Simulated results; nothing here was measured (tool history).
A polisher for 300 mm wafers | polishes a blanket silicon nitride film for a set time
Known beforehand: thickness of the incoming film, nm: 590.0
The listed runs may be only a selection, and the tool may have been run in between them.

run    day  flow of slurry (ml/min)  pressure of the wafer on the pad (kPa)  speed of the pad under the wafer (cm/s)  polishing time (s)  film removed (nm)
  1  0.000                      295                                    19.3                                       84                  63             62.321
  2  0.138                      295                                    17.9                                       84                  63             60.043
  3  0.275                      295                                    17.9                                       84                  58             54.611
  4  0.446                      295                                    17.2                                       84                  58             53.351
  5  0.542                      295                                    17.2                                       84                  63             57.454
  6  0.725                      295                                    15.9                                       84                  63             54.247
  7  0.854                      295                                    15.2                                       84                  63             52.351
  8  0.942                      295                                    14.5                                       84                  63             49.802

Predict the results of run 9:
  9  1.125                      295                                    13.8                                       84                  63                  ?

film removed (nm): 49.111
